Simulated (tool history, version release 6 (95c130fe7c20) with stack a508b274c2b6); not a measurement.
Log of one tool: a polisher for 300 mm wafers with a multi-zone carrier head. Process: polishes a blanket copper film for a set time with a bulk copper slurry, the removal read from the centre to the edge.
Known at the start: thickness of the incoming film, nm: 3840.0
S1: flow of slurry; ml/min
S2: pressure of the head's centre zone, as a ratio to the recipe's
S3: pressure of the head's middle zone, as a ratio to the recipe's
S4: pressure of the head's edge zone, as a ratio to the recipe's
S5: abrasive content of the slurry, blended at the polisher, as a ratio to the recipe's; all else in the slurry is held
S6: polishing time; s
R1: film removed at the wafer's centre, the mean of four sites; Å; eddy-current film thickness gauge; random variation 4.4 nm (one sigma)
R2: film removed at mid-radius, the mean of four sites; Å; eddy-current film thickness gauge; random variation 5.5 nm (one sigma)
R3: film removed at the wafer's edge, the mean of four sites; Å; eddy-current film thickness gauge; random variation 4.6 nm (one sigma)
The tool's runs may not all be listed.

run 1 day=0.000 | S1=155 S2=1.00 S3=1.00 S4=1.00 S5=1.00 S6=71 | R1=4187.0 R2=4291.6 R3=4110.5
run 2 day=0.096 | S1=155 S2=1.00 S3=0.95 S4=1.00 S5=1.00 S6=71 | R1=4251.7 R2=4089.3 R3=4166.6
run 3 day=0.396 | S1=150 S2=0.96 S3=0.96 S4=1.00 S5=0.95 S6=71 | R1=4030.4 R2=4083.8 R3=4140.7
run 4 day=0.575 | S1=145 S2=0.93 S3=0.97 S4=1.00 S5=0.90 S6=70 | R1=3805.3 R2=3962.0 R3=4009.4
run 5 day=0.812 | S1=130 S2=0.93 S3=0.97 S4=1.00 S5=0.90 S6=70 | R1=3720.5 R2=3918.0 R3=3975.3
run 6 day=0.846 | S1=130 S2=0.93 S3=0.97 S4=1.04 S5=0.90 S6=70 | R1=3675.6 R2=3881.5 R3=3926.3

Forecast run 7:
run 7 day=0.942 | S1=125 S2=0.91 S3=0.98 S4=1.04 S5=0.90 S6=70 | R1=? R2=? R3=?

R1: 3640.4 Å
R2: 3892.6 Å
R3: 3868.6 Å
